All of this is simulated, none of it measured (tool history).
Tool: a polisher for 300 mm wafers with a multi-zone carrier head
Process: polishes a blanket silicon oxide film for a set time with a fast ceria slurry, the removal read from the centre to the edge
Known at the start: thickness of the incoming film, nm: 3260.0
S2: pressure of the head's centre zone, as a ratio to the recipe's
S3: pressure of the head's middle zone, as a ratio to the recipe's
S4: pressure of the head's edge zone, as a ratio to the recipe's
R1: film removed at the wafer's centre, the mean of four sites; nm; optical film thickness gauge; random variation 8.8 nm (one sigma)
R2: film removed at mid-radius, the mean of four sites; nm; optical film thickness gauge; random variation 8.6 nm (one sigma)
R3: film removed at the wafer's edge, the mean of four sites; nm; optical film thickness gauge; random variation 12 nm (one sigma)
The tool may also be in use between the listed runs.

Run 1, day 0.000: flow of slurry (ml/min) 270, S2 1.00, S3 1.00, S4 1.00, polishing time (s) 55. Result: R1 662.61 nm, R2 658.57 nm, R3 677.79 nm.
Run 2, day 0.279: flow of slurry (ml/min) 270, S2 1.04, S3 1.00, S4 1.00, polishing time (s) 55. Result: R1 693.26 nm, R2 655.90 nm, R3 668.27 nm.
Run 3, day 0.496: flow of slurry (ml/min) 270, S2 1.04, S3 0.96, S4 1.00, polishing time (s) 55. Result: R1 690.60 nm, R2 637.49 nm, R3 668.67 nm.
Run 4, day 0.733: flow of slurry (ml/min) 285, S2 1.04, S3 1.04, S4 0.99, polishing time (s) 59. Result: R1 746.78 nm, R2 743.58 nm, R3 707.53 nm.
Run 5, day 0.758: flow of slurry (ml/min) 290, S2 1.05, S3 1.08, S4 1.03, polishing time (s) 61. Result: R1 789.82 nm, R2 795.91 nm, R3 748.27 nm.
Run 6, day 0.808: flow of slurry (ml/min) 300, S2 1.05, S3 1.11, S4 1.05, polishing time (s) 63. Result: R1 795.08 nm, R2 831.64 nm, R3 787.38 nm.

Run 7 comes next. What will it give?
Run 7, day 1.042: flow of slurry (ml/min) 305, S2 1.06, S3 1.13, S4 1.05, polishing time (s) 64. Result: R1 ?, R2 ?, R3 ?.

{"run 7": {"R1": 829.72, "R2": 862.66, "R3": 816.28}}
